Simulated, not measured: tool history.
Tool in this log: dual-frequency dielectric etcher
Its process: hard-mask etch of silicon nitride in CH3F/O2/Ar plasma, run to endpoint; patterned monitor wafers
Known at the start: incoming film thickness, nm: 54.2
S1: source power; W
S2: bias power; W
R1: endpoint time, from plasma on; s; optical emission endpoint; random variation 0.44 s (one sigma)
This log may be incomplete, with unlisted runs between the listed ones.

{"run": 1, "hour": 0.0, "S1": 490, "S2": 59, "R1": 79.879}
{"run": 2, "hour": 7.4, "S1": 510, "S2": 60, "R1": 76.987}
{"run": 3, "hour": 13.7, "S1": 570, "S2": 60, "R1": 72.442}
{"run": 4, "hour": 16.7, "S1": 570, "S2": 50, "R1": 77.029}
{"run": 5, "hour": 21.3, "S1": 510, "S2": 50, "R1": 82.396}
{"run": 6, "hour": 24.7, "S1": 450, "S2": 50, "R1": 88.365}
{"run": 7, "hour": 33.3, "S1": 450, "S2": 50, "R1": 88.063}

Run 8, settings as shown, results not yet in. Your forecast:
{"run": 8, "hour": 35.6, "S1": 480, "S2": 51, "R1": "?"}

Run 8 came out at R1 83.691 s.
